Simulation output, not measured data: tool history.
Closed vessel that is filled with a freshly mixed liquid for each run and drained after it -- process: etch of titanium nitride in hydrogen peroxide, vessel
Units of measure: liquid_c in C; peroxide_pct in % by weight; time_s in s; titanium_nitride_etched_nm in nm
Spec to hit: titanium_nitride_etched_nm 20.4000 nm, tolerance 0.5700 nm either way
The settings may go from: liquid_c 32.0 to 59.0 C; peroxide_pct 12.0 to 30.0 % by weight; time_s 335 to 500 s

{"run": 1, "hour": 0.0, "liquid_c": 43.0, "peroxide_pct": 20.5, "time_s": 500, "titanium_nitride_etched_nm": 10.197}
{"run": 2, "hour": 6.6, "liquid_c": 45.0, "peroxide_pct": 20.5, "time_s": 500, "titanium_nitride_etched_nm": 11.822}
{"run": 3, "hour": 12.0, "liquid_c": 40.0, "peroxide_pct": 20.5, "time_s": 500, "titanium_nitride_etched_nm": 7.9778}
{"run": 4, "hour": 20.9, "liquid_c": 42.5, "peroxide_pct": 20.5, "time_s": 500, "titanium_nitride_etched_nm": 9.6996}
{"run": 5, "hour": 22.3, "liquid_c": 36.5, "peroxide_pct": 20.5, "time_s": 500, "titanium_nitride_etched_nm": 6.0721}
{"run": 6, "hour": 29.4, "liquid_c": 36.5, "peroxide_pct": 23.0, "time_s": 500, "titanium_nitride_etched_nm": 6.2396}
{"run": 7, "hour": 38.1, "liquid_c": 36.5, "peroxide_pct": 23.0, "time_s": 500, "titanium_nitride_etched_nm": 6.2576}
{"run": 8, "hour": 39.2, "liquid_c": 39.5, "peroxide_pct": 23.0, "time_s": 500, "titanium_nitride_etched_nm": 7.9504}
{"run": 9, "hour": 47.5, "liquid_c": 42.0, "peroxide_pct": 23.0, "time_s": 500, "titanium_nitride_etched_nm": 9.585}
{"run": 10, "hour": 52.3, "liquid_c": 44.0, "peroxide_pct": 23.0, "time_s": 500, "titanium_nitride_etched_nm": 11.2}
{"run": 11, "hour": 59.0, "liquid_c": 45.5, "peroxide_pct": 23.0, "time_s": 500, "titanium_nitride_etched_nm": 12.495}
{"run": 12, "hour": 67.3, "liquid_c": 46.5, "peroxide_pct": 23.0, "time_s": 500, "titanium_nitride_etched_nm": 13.424}
{"run": 13, "hour": 75.1, "liquid_c": 47.5, "peroxide_pct": 23.0, "time_s": 500, "titanium_nitride_etched_nm": 14.395}

Pick the move, out of 5, that brings all results within their allowed miss; only one does.
{"run": "A", "hour": 82.9, "liquid_c": 56.0, "peroxide_pct": 24.0, "time_s": 340, "titanium_nitride_etched_nm": "?"}
{"run": "B", "hour": 82.9, "liquid_c": 54.5, "peroxide_pct": 22.0, "time_s": 500, "titanium_nitride_etched_nm": "?"}
{"run": "C", "hour": 82.9, "liquid_c": 45.5, "peroxide_pct": 20.5, "time_s": 500, "titanium_nitride_etched_nm": "?"}
{"run": "D", "hour": 82.9, "liquid_c": 52.0, "peroxide_pct": 23.5, "time_s": 500, "titanium_nitride_etched_nm": "?"}
{"run": "E", "hour": 82.9, "liquid_c": 53.0, "peroxide_pct": 24.0, "time_s": 500, "titanium_nitride_etched_nm": "?"}

move=A titanium_nitride_etched_nm=18.3060
move=B titanium_nitride_etched_nm=23.7860
move=C titanium_nitride_etched_nm=12.2280
move=D titanium_nitride_etched_nm=20.2140
move=E titanium_nitride_etched_nm=21.8040
A: better than the last run, though not everything is in spec
B: the result that was furthest off in the last run now lies on the other side of its target
C: further off than the last run
D: all results in spec
E: the result that was furthest off in the last run now lies on the other side of its target
D is the move that brings every result within its allowed miss.

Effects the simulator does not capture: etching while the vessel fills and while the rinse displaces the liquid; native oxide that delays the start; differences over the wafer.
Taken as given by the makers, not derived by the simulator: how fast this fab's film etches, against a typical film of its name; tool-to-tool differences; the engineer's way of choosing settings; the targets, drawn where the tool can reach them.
